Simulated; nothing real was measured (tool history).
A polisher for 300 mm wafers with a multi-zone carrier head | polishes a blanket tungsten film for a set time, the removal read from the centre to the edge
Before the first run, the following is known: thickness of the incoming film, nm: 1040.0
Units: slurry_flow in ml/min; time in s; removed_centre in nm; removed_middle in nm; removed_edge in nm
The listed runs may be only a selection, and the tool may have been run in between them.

| run | hour | slurry_flow | centre_zone | middle_zone | edge_zone | slurry_solids | time | removed_centre | removed_middle | removed_edge |
|---|---|---|---|---|---|---|---|---|---|---|
| 1 | 0 | 235 | 1 | 1 | 1 | 1 | 43 | 375.46 | 382.59 | 377.7 |
| 2 | 4.8 | 235 | 1.06 | 1 | 1 | 1 | 43 | 396.97 | 378.38 | 376.79 |
| 3 | 6.8 | 235 | 1.06 | 1 | 1.08 | 1 | 43 | 400.08 | 374.46 | 376.66 |
| 4 | 9 | 235 | 1.06 | 0.93 | 1.08 | 1 | 43 | 397.75 | 360.32 | 382.2 |
| 5 | 10.5 | 235 | 1 | 0.93 | 1.08 | 1 | 43 | 374.04 | 363.73 | 392.87 |
| 6 | 11.1 | 230 | 0.98 | 0.97 | 1.06 | 0.9 | 37 | 311.97 | 313.1 | 324.98 |
| 7 | 14.9 | 225 | 0.95 | 1 | 1.05 | 0.8 | 33 | 254.85 | 271.94 | 271.2 |
| 8 | 18.5 | 225 | 0.95 | 1 | 1.05 | 0.8 | 33 | 256.69 | 274.58 | 270.49 |
| 9 | 26.3 | 215 | 0.93 | 1.01 | 1.05 | 0.75 | 31 | 231.46 | 243.98 | 254.2 |
| 10 | 29.3 | 215 | 0.91 | 1.04 | 1.02 | 0.7 | 30 | 214.82 | 243.64 | 235.99 |
| 11 | 31 | 215 | 0.91 | 1.04 | 1.02 | 0.7 | 30 | 214.96 | 243.88 | 232.92 |
| 12 | 33.2 | 205 | 0.89 | 1.04 | 1 | 0.65 | 30 | 204.28 | 231.82 | 229.83 |
| 13 | 34.1 | 205 | 0.88 | 1.05 | 0.98 | 0.6 | 30 | 196.46 | 225.88 | 219.99 |
| 14 | 40.5 | 200 | 0.87 | 1.06 | 0.95 | 0.6 | 30 | 194.52 | 233.76 | 215.06 |
| 15 | 48.3 | 195 | 0.86 | 1.05 | 0.94 | 0.6 | 30 | 191.49 | 230.57 | 213.4 |
| 16 | 51.3 | 190 | 0.85 | 1.04 | 0.93 | 0.6 | 30 | 188.13 | 233.29 | 218.23 |
| 17 | 52.9 | 190 | 0.85 | 1.04 | 0.93 | 0.6 | 29 | 183.27 | 220.07 | 207.08 |
| 18 | 53.4 | 185 | 0.84 | 1.04 | 0.92 | 0.6 | 29 | 181.37 | 217.84 | 203.49 |
| 19 | 58 | 180 | 0.83 | 1.04 | 0.91 | 0.6 | 29 | 180.14 | 218.96 | 205.12 |
| 20 | 61.7 | 175 | 0.83 | 1.04 | 0.9 | 0.6 | 29 | 174.17 | 217.6 | 202.64 |
| 21 | 68.1 | 175 | 0.83 | 1.04 | 0.89 | 0.6 | 29 | 176.83 | 218.89 | 197.76 |

Predict the results of run 22:
| 22 | 74.9 | 170 | 0.83 | 1.03 | 0.89 | 0.6 | 29 | ? | ? | ? |

{"run 22": {"removed_centre": 174.91, "removed_middle": 221.56, "removed_edge": 201.52}}

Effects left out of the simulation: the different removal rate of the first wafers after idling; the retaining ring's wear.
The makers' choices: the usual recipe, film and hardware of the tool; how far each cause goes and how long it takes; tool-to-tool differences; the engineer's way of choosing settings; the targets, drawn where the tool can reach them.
